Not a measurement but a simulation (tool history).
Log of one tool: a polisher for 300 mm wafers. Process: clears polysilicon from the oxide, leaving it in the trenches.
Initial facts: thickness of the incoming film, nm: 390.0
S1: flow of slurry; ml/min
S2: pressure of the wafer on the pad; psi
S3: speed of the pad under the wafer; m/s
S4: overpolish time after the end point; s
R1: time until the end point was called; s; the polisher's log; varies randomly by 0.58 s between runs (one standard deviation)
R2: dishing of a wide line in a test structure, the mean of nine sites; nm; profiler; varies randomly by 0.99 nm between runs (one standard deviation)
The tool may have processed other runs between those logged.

{"run": 1, "hour": 0.0, "S1": 210, "S2": 2.6, "S3": 1.24, "S4": 22, "R1": 20.986, "R2": 77.416}
{"run": 2, "hour": 0.7, "S1": 230, "S2": 2.6, "S3": 1.24, "S4": 22, "R1": 20.033, "R2": 75.276}
{"run": 3, "hour": 4.0, "S1": 230, "S2": 2.3, "S3": 1.24, "S4": 22, "R1": 23.545, "R2": 73.398}
{"run": 4, "hour": 11.1, "S1": 230, "S2": 2, "S3": 1.24, "S4": 22, "R1": 26.921, "R2": 74.234}
{"run": 5, "hour": 16.4, "S1": 200, "S2": 2, "S3": 1.24, "S4": 22, "R1": 27.501, "R2": 74.312}
{"run": 6, "hour": 18.8, "S1": 235, "S2": 1.8, "S3": 1.3, "S4": 18, "R1": 28.06, "R2": 71.987}
{"run": 7, "hour": 24.7, "S1": 260, "S2": 1.6, "S3": 1.34, "S4": 15, "R1": 29.955, "R2": 67.726}

What will run 8 give?
{"run": 8, "hour": 28.4, "S1": 280, "S2": 1.5, "S3": 1.4, "S4": 13, "R1": "?", "R2": "?"}

R1: 29.92 s
R2: 67.45 nm
